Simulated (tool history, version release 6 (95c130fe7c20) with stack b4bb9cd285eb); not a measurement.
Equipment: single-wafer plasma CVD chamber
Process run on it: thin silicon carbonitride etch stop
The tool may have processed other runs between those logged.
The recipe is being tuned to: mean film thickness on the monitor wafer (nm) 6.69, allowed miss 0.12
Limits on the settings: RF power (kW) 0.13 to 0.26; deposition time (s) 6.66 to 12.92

run,hour,RF power (kW),deposition time (s),mean film thickness on the monitor wafer (nm)
1,0,0.195,9.79,5.4674
2,7.6,0.205,10.06,5.6901
3,9,0.205,9.29,5.2637
4,17.8,0.215,9.67,5.6004
5,25.1,0.19,9.67,5.354
6,31.3,0.2,9.96,5.6252
7,37.4,0.21,10.16,5.8692
8,43.7,0.22,10.26,6.001

5 candidate next runs follow, results not yet known. Just one meets every target within its allowed miss. Identify it.
A,50,0.22,9.74,?
B,50,0.215,8.86,?
C,50,0.225,10.98,?
D,50,0.225,11.32,?
E,50,0.21,11.2,?

move,mean film thickness on the monitor wafer (nm)
A,5.6616
B,5.1127
C,6.428
D,6.627
E,6.4149
A: the biggest miss grows against the last run
B: the biggest miss grows against the last run
C: closer than the last run, but not yet in spec
D: every result within its allowed miss
E: closer than the last run, but not yet in spec
D is the move that brings every result within its allowed miss.
